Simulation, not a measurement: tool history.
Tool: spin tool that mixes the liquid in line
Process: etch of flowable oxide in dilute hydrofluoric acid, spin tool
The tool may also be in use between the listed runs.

run,hour,temperature setpoint of the liquid (C),parts of water to one part of 49 % hydrofluoric acid (parts by volume),time under the liquid (s),thickness taken off the flowable oxide on a monitor wafer (nm)
1,0.0,26.0,40,45,102.170
2,2.7,25.5,40,45,99.409
3,8.8,23.0,40,45,89.856
4,16.1,23.5,40,45,91.517
5,24.4,20.5,40,45,80.736
6,27.1,20.5,55,45,57.161
7,34.8,23.5,55,45,65.655
8,37.0,25.5,55,45,70.794
9,39.4,27.0,55,45,76.071
10,40.8,28.0,55,45,78.137

The next listed run, before its measurement:
11,42.7,29.0,55,45,?

{"run 11": {"thickness taken off the flowable oxide on a monitor wafer (nm)": 82.311}}

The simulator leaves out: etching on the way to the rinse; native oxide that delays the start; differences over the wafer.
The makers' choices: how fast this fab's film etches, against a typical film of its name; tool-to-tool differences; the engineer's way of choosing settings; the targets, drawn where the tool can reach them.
